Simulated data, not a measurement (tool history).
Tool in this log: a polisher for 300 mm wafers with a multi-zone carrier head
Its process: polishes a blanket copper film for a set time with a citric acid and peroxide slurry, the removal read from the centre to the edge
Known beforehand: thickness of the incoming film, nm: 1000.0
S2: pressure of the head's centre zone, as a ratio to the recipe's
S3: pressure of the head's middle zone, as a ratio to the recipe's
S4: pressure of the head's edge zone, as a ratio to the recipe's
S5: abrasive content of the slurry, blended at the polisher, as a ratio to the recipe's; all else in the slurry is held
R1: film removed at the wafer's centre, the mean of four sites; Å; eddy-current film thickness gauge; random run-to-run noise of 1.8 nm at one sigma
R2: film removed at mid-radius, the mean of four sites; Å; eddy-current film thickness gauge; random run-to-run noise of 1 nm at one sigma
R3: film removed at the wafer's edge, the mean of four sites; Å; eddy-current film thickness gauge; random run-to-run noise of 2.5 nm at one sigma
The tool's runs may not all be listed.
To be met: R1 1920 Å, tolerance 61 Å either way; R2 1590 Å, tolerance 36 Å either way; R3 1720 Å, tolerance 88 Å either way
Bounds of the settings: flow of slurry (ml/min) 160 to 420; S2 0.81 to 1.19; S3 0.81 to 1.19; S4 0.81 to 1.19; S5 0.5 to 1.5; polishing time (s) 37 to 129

{"run": 1, "day": 0.0, "flow of slurry (ml/min)": 270, "S2": 1, "S3": 1, "S4": 1, "S5": 1, "polishing time (s)": 83, "R1": 2014.5, "R2": 1968.9, "R3": 1892.4}
{"run": 2, "day": 0.371, "flow of slurry (ml/min)": 265, "S2": 1, "S3": 0.97, "S4": 0.98, "S5": 0.95, "polishing time (s)": 83, "R1": 2011.8, "R2": 1889.1, "R3": 1838.5}
{"run": 3, "day": 0.425, "flow of slurry (ml/min)": 260, "S2": 1, "S3": 0.95, "S4": 0.98, "S5": 0.95, "polishing time (s)": 83, "R1": 1991.2, "R2": 1859.9, "R3": 1866.3}
{"run": 4, "day": 0.596, "flow of slurry (ml/min)": 260, "S2": 1, "S3": 0.95, "S4": 0.98, "S5": 1.15, "polishing time (s)": 83, "R1": 2047, "R2": 1939.3, "R3": 1944.9}
{"run": 5, "day": 0.779, "flow of slurry (ml/min)": 215, "S2": 1, "S3": 0.95, "S4": 0.98, "S5": 1.15, "polishing time (s)": 83, "R1": 2027.2, "R2": 1884.2, "R3": 1921.6}
{"day": 0.933, "done": "edge zone pressure recalibrated"}
{"run": 6, "day": 0.933, "flow of slurry (ml/min)": 215, "S2": 1, "S3": 0.95, "S4": 0.98, "S5": 1, "polishing time (s)": 83, "R1": 1957.3, "R2": 1807.4, "R3": 1942.1}
{"run": 7, "day": 1.258, "flow of slurry (ml/min)": 220, "S2": 1, "S3": 0.93, "S4": 0.96, "S5": 0.95, "polishing time (s)": 83, "R1": 1949.9, "R2": 1777.9, "R3": 1904}
{"run": 8, "day": 1.617, "flow of slurry (ml/min)": 230, "S2": 1.01, "S3": 0.92, "S4": 0.95, "S5": 0.9, "polishing time (s)": 82, "R1": 1944.1, "R2": 1741.9, "R3": 1849.1}
{"run": 9, "day": 1.696, "flow of slurry (ml/min)": 235, "S2": 1.02, "S3": 0.91, "S4": 0.94, "S5": 0.85, "polishing time (s)": 82, "R1": 1935.4, "R2": 1696, "R3": 1835}
{"run": 10, "day": 2.025, "flow of slurry (ml/min)": 240, "S2": 1.03, "S3": 0.91, "S4": 0.93, "S5": 0.85, "polishing time (s)": 82, "R1": 1973.2, "R2": 1729.9, "R3": 1788.2}
{"run": 11, "day": 2.188, "flow of slurry (ml/min)": 235, "S2": 1.03, "S3": 0.9, "S4": 0.92, "S5": 0.85, "polishing time (s)": 82, "R1": 1969.7, "R2": 1710, "R3": 1797.4}
{"run": 12, "day": 2.275, "flow of slurry (ml/min)": 230, "S2": 1.03, "S3": 0.89, "S4": 0.91, "S5": 0.85, "polishing time (s)": 82, "R1": 1967.8, "R2": 1660.6, "R3": 1780.9}

Which single option among these 5 for the next run brings every result within its allowed miss of target? Just one does.
{"run": "A", "day": 2.362, "flow of slurry (ml/min)": 280, "S2": 1.15, "S3": 0.94, "S4": 0.86, "S5": 0.85, "polishing time (s)": 75, "R1": "?", "R2": "?", "R3": "?"}
{"run": "B", "day": 2.362, "flow of slurry (ml/min)": 245, "S2": 1.1, "S3": 0.93, "S4": 1.04, "S5": 0.75, "polishing time (s)": 76, "R1": "?", "R2": "?", "R3": "?"}
{"run": "C", "day": 2.362, "flow of slurry (ml/min)": 295, "S2": 1.05, "S3": 0.87, "S4": 0.99, "S5": 0.75, "polishing time (s)": 82, "R1": "?", "R2": "?", "R3": "?"}
{"run": "D", "day": 2.362, "flow of slurry (ml/min)": 160, "S2": 1.06, "S3": 0.82, "S4": 0.94, "S5": 0.9, "polishing time (s)": 84, "R1": "?", "R2": "?", "R3": "?"}
{"run": "E", "day": 2.362, "flow of slurry (ml/min)": 160, "S2": 1.06, "S3": 0.88, "S4": 1.04, "S5": 0.55, "polishing time (s)": 93, "R1": "?", "R2": "?", "R3": "?"}

move=A R1=2045.1 R2=1655.3 R3=1628.3
move=B R1=1900.5 R2=1597.5 R3=1740.7
move=C R1=2004.7 R2=1668 R3=1866.5
move=D R1=1924.6 R2=1529.2 R3=1797.8
move=E R1=1949 R2=1640 R3=1908.8
A: about the same distance from the targets as the last run
B: all results land within tolerance of their targets
C: moves away from the targets compared with the last run
D: takes the biggest miss from the last run beyond its target
E: moves away from the targets compared with the last run
Go with B: it meets all targets.

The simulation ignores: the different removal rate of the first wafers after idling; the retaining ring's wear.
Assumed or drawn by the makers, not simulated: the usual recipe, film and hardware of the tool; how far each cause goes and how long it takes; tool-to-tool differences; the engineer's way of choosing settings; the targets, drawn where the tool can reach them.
